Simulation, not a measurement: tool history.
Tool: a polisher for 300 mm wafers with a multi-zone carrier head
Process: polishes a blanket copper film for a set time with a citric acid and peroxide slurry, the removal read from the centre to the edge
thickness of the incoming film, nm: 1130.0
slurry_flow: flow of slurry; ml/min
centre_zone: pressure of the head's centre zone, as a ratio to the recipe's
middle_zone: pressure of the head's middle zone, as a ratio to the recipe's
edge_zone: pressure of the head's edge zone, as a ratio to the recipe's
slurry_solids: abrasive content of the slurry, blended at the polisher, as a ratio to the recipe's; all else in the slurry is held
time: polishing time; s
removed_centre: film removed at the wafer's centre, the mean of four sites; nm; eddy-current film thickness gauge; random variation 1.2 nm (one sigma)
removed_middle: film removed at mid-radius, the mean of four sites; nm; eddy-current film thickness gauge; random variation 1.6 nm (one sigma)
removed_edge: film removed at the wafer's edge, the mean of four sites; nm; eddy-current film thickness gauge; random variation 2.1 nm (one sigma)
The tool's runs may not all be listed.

run	day	slurry_flow	centre_zone	middle_zone	edge_zone	slurry_solids	time	removed_centre	removed_middle	removed_edge
1	0	255	1	1	1	1	59	114.13	109.98	108.42
2	0.067	265	1.01	1.04	1.02	1.1	60	120.2	117.26	114.68
3	0.338	265	1.01	1.04	0.98	1.1	60	119.64	118.75	112.78
4	0.504	265	0.94	1.04	0.98	1.1	60	112.19	118.87	113.17
5	0.833	265	0.94	1.04	0.9	1.1	60	111.01	119.31	109.07
6	1	265	0.94	1.09	0.9	1.1	60	111.66	122.49	111.41
7	1.192	275	0.96	1.11	0.9	1.2	61	117.58	131.16	114.44
8	1.446	280	0.98	1.12	0.93	1.25	62	124.23	135.9	115.04

Forecast run 9:
9	1.804	270	0.98	1.11	0.95	1.3	64	?	?	?

removed_centre: 129.22 nm
removed_middle: 138.42 nm
removed_edge: 123.77 nm

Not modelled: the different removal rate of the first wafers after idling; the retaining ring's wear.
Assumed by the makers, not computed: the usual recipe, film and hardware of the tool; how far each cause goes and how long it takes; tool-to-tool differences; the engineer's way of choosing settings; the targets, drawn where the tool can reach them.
